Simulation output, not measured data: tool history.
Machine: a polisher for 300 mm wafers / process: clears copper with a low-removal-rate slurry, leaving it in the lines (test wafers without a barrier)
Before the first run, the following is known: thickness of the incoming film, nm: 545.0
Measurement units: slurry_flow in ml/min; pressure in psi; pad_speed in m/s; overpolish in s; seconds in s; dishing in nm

run,hour,slurry_flow,pressure,pad_speed,slurry_solids,overpolish,seconds,dishing
1,0,240,4.1,1.08,1,23,108.26,47.339
2,2.4,240,4.1,0.98,1,23,116.81,45.43
3,8.3,285,4.1,0.98,1,23,115.63,47.091
4,17,280,4.4,1,1,19,107.19,42.735
5,19.8,330,4.4,1,1,19,104.68,44.524
6,25.5,330,4.4,0.76,1,19,132.43,38.169
7,31.5,330,4.9,0.76,1,18,123.14,40.053
8,35.4,330,5.3,0.8,1,16,109.79,39.672
9,36.2,330,5.6,0.82,1,15,107.05,39.413

Run 10 has not been measured yet. What should we expect?
10,40.2,330,5.8,0.86,1,14,?,?

seconds: 95.318 s
dishing: 39.793 nm
